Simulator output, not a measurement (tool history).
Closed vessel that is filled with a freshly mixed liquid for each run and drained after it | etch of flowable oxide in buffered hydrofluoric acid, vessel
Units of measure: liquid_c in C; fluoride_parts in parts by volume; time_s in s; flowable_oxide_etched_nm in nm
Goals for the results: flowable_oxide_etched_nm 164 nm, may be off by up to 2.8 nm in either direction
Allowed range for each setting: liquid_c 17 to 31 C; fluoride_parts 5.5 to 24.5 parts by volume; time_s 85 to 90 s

run 1 hour=0 | liquid_c=23 fluoride_parts=15 time_s=85 | flowable_oxide_etched_nm=314.37
run 2 hour=2.4 | liquid_c=25.5 fluoride_parts=15 time_s=85 | flowable_oxide_etched_nm=360.73
run 3 hour=8.5 | liquid_c=24.5 fluoride_parts=15.5 time_s=85 | flowable_oxide_etched_nm=331.14
run 4 hour=12.7 | liquid_c=22.5 fluoride_parts=15.5 time_s=85 | flowable_oxide_etched_nm=298.17
run 5 hour=18.2 | liquid_c=22 fluoride_parts=16 time_s=85 | flowable_oxide_etched_nm=278.27
run 6 hour=24.8 | liquid_c=21.5 fluoride_parts=16.5 time_s=85 | flowable_oxide_etched_nm=262.77
run 7 hour=32.5 | liquid_c=21 fluoride_parts=17 time_s=85 | flowable_oxide_etched_nm=250.14
run 8 hour=36 | liquid_c=20.5 fluoride_parts=17.5 time_s=85 | flowable_oxide_etched_nm=235.29
run 9 hour=42.6 | liquid_c=20.5 fluoride_parts=17.5 time_s=85 | flowable_oxide_etched_nm=234.33
run 10 hour=49.1 | liquid_c=20 fluoride_parts=18 time_s=85 | flowable_oxide_etched_nm=222.12
run 11 hour=58.1 | liquid_c=19.5 fluoride_parts=18.5 time_s=85 | flowable_oxide_etched_nm=210.16
run 12 hour=61.8 | liquid_c=19 fluoride_parts=18.5 time_s=85 | flowable_oxide_etched_nm=204.66
run 13 hour=69.5 | liquid_c=18 fluoride_parts=19.5 time_s=85 | flowable_oxide_etched_nm=182.91
run 14 hour=76.5 | liquid_c=18 fluoride_parts=19.5 time_s=85 | flowable_oxide_etched_nm=184.49
run 15 hour=83.9 | liquid_c=17.5 fluoride_parts=20 time_s=85 | flowable_oxide_etched_nm=173.94

Which single option among these 4 for the next run brings every result within its allowed miss of target? Just one does.
run A hour=91.3 | liquid_c=17 fluoride_parts=22.5 time_s=90 | flowable_oxide_etched_nm=?
run B hour=91.3 | liquid_c=21 fluoride_parts=23.5 time_s=85 | flowable_oxide_etched_nm=?
run C hour=91.3 | liquid_c=17.5 fluoride_parts=20.5 time_s=85 | flowable_oxide_etched_nm=?
run D hour=91.3 | liquid_c=17.5 fluoride_parts=22 time_s=90 | flowable_oxide_etched_nm=?

move=A flowable_oxide_etched_nm=165.64
move=B flowable_oxide_etched_nm=190.37
move=C flowable_oxide_etched_nm=171.67
move=D flowable_oxide_etched_nm=173.12
A: meets every target
B: lands further from the targets than the last run did
C: closer than the last run, but not yet in spec
D: closer than the last run, but not yet in spec
So the answer is move A, the one that meets all the targets.
